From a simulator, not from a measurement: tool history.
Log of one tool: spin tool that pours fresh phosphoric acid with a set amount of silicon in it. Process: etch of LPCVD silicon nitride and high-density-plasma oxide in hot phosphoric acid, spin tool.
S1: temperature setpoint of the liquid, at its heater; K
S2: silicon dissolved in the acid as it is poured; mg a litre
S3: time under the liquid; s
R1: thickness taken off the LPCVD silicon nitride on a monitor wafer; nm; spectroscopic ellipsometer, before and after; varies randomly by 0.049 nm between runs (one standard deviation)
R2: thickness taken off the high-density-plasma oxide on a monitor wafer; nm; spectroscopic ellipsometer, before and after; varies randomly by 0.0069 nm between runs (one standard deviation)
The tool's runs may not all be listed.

run 1 hour=0 | S1=433.15 S2=29 S3=180 | R1=15.199 R2=0.29494
run 2 hour=6.9 | S1=433.15 S2=23 S3=180 | R1=15.149 R2=0.36833
run 3 hour=9.9 | S1=432.15 S2=30 S3=145 | R1=11.821 R2=0.15508
run 4 hour=18.5 | S1=431.65 S2=29.5 S3=125 | R1=9.9018 R2=0.14222
run 5 hour=19.6 | S1=431.15 S2=31.5 S3=115 | R1=9.1145 R2=0.1622
run 6 hour=27.6 | S1=429.65 S2=31.5 S3=115 | R1=8.585 R2=0.16452
run 7 hour=29 | S1=429.65 S2=36.5 S3=105 | R1=7.8895 R2=0.097441
run 8 hour=30.3 | S1=429.65 S2=38.5 S3=100 | R1=7.5782 R2=0.080039
run 9 hour=34.9 | S1=429.65 S2=46.5 S3=75 | R1=5.6439 R2=0.035
run 10 hour=35.7 | S1=430.65 S2=44 S3=75 | R1=5.8683 R2=0.041343
run 11 hour=36.3 | S1=431.15 S2=42.5 S3=75 | R1=5.8872 R2=0.046273
run 12 hour=37.6 | S1=431.15 S2=42.5 S3=75 | R1=5.9493 R2=0.044951

Expected results for the next run?
run 13 hour=40.6 | S1=431.65 S2=41.5 S3=80 | R1=? R2=?

R1: 6.462 nm
R2: 0.049443 nm
